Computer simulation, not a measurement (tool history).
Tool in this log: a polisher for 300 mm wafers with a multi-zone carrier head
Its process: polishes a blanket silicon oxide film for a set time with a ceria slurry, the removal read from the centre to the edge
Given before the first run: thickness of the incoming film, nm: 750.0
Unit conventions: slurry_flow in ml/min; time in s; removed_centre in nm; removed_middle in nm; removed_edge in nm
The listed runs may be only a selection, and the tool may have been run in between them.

run 1 hour=0 | slurry_flow=180 centre_zone=1 middle_zone=1 edge_zone=1 time=58 | removed_centre=178 removed_middle=175.16 removed_edge=187.98
run 2 hour=4.7 | slurry_flow=175 centre_zone=1.01 middle_zone=0.98 edge_zone=0.98 time=57 | removed_centre=175.71 removed_middle=172.71 removed_edge=176.98
run 3 hour=10 | slurry_flow=175 centre_zone=1.01 middle_zone=0.98 edge_zone=0.98 time=64 | removed_centre=197.58 removed_middle=191.73 removed_edge=202.34
run 4 hour=11.4 | slurry_flow=210 centre_zone=1.01 middle_zone=0.98 edge_zone=0.98 time=64 | removed_centre=203.05 removed_middle=195.35 removed_edge=200.3
run 5 hour=16.6 | slurry_flow=210 centre_zone=1.01 middle_zone=0.98 edge_zone=1.03 time=64 | removed_centre=208.03 removed_middle=196.47 removed_edge=210.88
run 6 hour=20.3 | slurry_flow=210 centre_zone=1.01 middle_zone=0.98 edge_zone=1.03 time=52 | removed_centre=163.37 removed_middle=156.98 removed_edge=168.8
-- hour=25.8 edge zone pressure recalibrated
run 7 hour=25.8 | slurry_flow=210 centre_zone=1.02 middle_zone=0.97 edge_zone=1.03 time=52 | removed_centre=167.81 removed_middle=159.59 removed_edge=167.19
run 8 hour=29.3 | slurry_flow=210 centre_zone=1.03 middle_zone=0.95 edge_zone=1.04 time=52 | removed_centre=170.91 removed_middle=150.91 removed_edge=168.05
run 9 hour=33.4 | slurry_flow=210 centre_zone=1.04 middle_zone=0.95 edge_zone=1.04 time=52 | removed_centre=171.8 removed_middle=153.41 removed_edge=164.39

What does the tool deliver on the next run?
run 10 hour=39.8 | slurry_flow=210 centre_zone=1.04 middle_zone=0.94 edge_zone=1.04 time=52 | removed_centre=? removed_middle=? removed_edge=?

removed_centre: 171.1 nm
removed_middle: 152.29 nm
removed_edge: 159.44 nm
